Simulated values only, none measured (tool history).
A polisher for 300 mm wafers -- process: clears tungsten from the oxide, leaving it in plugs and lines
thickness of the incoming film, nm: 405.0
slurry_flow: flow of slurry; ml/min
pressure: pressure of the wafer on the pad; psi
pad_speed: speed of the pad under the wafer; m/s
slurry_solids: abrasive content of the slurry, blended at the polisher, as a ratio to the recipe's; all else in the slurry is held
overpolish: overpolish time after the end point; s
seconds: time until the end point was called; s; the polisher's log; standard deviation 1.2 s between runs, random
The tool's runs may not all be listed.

run  hour  slurry_flow  pressure  pad_speed  slurry_solids  overpolish  seconds
  1     0          240       2.9        1.3              1          11   83.622
  2   4.4          240       2.9       1.52              1          11   72.996
  3   9.9          240       2.7       1.52              1          11    77.66
  4  13.6          240       2.5       1.52              1          11   83.663
  5  20.4          290       2.5       1.52              1          11   81.551
  6  21.7          290       2.3       1.52              1          11    90.08
  7  23.6          285       1.6        1.5              1          11   128.14

Forecast run 8:
  8  25.2          295       1.9        1.5              1          11        ?

seconds: 108.32 s

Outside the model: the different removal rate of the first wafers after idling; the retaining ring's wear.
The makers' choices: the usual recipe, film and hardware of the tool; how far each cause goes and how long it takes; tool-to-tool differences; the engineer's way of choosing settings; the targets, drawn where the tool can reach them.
